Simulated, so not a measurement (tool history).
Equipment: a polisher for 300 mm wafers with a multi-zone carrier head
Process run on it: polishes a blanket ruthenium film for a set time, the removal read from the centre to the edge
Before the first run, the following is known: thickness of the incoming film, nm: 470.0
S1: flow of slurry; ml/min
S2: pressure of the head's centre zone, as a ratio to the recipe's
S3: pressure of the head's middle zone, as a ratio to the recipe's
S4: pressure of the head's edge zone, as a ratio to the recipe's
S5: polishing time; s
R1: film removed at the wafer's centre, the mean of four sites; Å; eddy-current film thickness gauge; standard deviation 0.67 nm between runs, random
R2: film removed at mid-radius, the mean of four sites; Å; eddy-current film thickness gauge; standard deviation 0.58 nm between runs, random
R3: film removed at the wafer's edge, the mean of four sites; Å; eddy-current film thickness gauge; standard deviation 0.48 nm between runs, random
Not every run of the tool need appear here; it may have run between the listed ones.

run	hour	S1	S2	S3	S4	S5	R1	R2	R3
1	0.0	200	1.00	1.00	1.00	51	642.63	644.32	648.28
2	7.4	215	1.04	1.01	1.02	51	679.91	651.29	654.09
3	12.4	240	1.04	1.01	1.02	51	699.10	669.41	660.72
4	18.1	240	1.04	0.96	1.02	51	685.22	633.30	668.07
5	20.3	270	1.04	0.96	1.02	51	697.53	647.84	674.03
6	25.8	290	1.04	0.96	1.02	51	709.87	661.39	678.83
7	32.1	290	1.06	0.98	1.04	51	714.76	672.32	688.99
8	35.3	290	1.09	0.99	1.04	52	754.93	686.30	700.61
9	43.4	290	1.09	0.99	1.04	52	756.52	678.09	697.85
10	48.6	290	1.10	1.01	1.04	52	754.56	694.17	692.92
11	55.9	290	1.10	1.01	1.04	52	761.56	695.81	705.38

Run 12 has not been measured yet. What should we expect?
12	59.0	295	1.12	1.02	1.04	52	?	?	?

R1: 775.66 Å
R2: 700.40 Å
R3: 692.28 Å

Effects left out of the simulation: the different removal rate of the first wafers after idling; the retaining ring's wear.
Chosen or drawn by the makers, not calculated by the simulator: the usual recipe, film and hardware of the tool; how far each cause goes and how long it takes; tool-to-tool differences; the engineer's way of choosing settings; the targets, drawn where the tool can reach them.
